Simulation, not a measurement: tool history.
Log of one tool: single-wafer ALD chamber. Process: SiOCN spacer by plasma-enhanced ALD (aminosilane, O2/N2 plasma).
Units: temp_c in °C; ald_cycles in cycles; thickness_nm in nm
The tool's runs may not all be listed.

run	hour	temp_c	ald_cycles	thickness_nm
1	0	395	61	3.6324
2	2.8	395	57	3.4008
3	8	395	54	3.2269
4	14.4	395	48	2.8492
5	16.2	395	43	2.5552
6	22.4	395	45	2.6931

Forecast run 7:
7	25.9	395	47	?

{"run 7": {"thickness_nm": 2.7807}}

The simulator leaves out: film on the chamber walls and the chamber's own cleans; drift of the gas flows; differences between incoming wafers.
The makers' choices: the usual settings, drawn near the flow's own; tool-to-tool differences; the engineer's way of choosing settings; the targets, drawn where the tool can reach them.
